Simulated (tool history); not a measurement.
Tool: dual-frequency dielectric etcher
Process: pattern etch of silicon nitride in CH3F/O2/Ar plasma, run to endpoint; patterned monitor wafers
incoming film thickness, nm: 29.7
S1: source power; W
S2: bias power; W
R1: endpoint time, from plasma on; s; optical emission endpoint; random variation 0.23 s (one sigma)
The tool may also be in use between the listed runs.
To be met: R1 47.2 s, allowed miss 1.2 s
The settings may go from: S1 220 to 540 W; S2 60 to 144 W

{"run": 1, "hour": 0.0, "S1": 380, "S2": 102, "R1": 38.723}
{"run": 2, "hour": 7.8, "S1": 450, "S2": 102, "R1": 36.648}
{"run": 3, "hour": 13.3, "S1": 500, "S2": 102, "R1": 35.542}
{"run": 4, "hour": 21.1, "S1": 500, "S2": 112, "R1": 33.844}
{"run": 5, "hour": 23.5, "S1": 470, "S2": 112, "R1": 34.49}
{"run": 6, "hour": 28.3, "S1": 420, "S2": 112, "R1": 35.951}
{"run": 7, "hour": 31.2, "S1": 400, "S2": 108, "R1": 36.99}
{"run": 8, "hour": 33.8, "S1": 380, "S2": 104, "R1": 38.502}
{"run": 9, "hour": 36.4, "S1": 370, "S2": 101, "R1": 38.978}
{"hour": 39.8, "done": "wet clean of the chamber"}
{"run": 10, "hour": 39.8, "S1": 360, "S2": 98, "R1": 42.224}
{"run": 11, "hour": 46.4, "S1": 350, "S2": 98, "R1": 42.342}
{"run": 12, "hour": 48.4, "S1": 350, "S2": 98, "R1": 42.026}
{"run": 13, "hour": 51.5, "S1": 340, "S2": 98, "R1": 43.119}
{"run": 14, "hour": 59.1, "S1": 330, "S2": 98, "R1": 43.442}
{"run": 15, "hour": 62.7, "S1": 320, "S2": 98, "R1": 43.784}
{"run": 16, "hour": 68.4, "S1": 310, "S2": 98, "R1": 44.346}
{"run": 17, "hour": 70.5, "S1": 290, "S2": 97, "R1": 45.206}

4 next moves are on the table. One of them brings every result within its allowed miss. Which?
{"run": "A", "hour": 72.6, "S1": 350, "S2": 82, "R1": "?"}
{"run": "B", "hour": 72.6, "S1": 260, "S2": 85, "R1": "?"}
{"run": "C", "hour": 72.6, "S1": 250, "S2": 85, "R1": "?"}
{"run": "D", "hour": 72.6, "S1": 260, "S2": 87, "R1": "?"}

move=A R1=46.492
move=B R1=50.101
move=C R1=50.706
move=D R1=49.476
A: meets every target
B: takes the result that was furthest off past its target
C: takes the result that was furthest off past its target
D: takes the result that was furthest off past its target
Move A is the one to make.
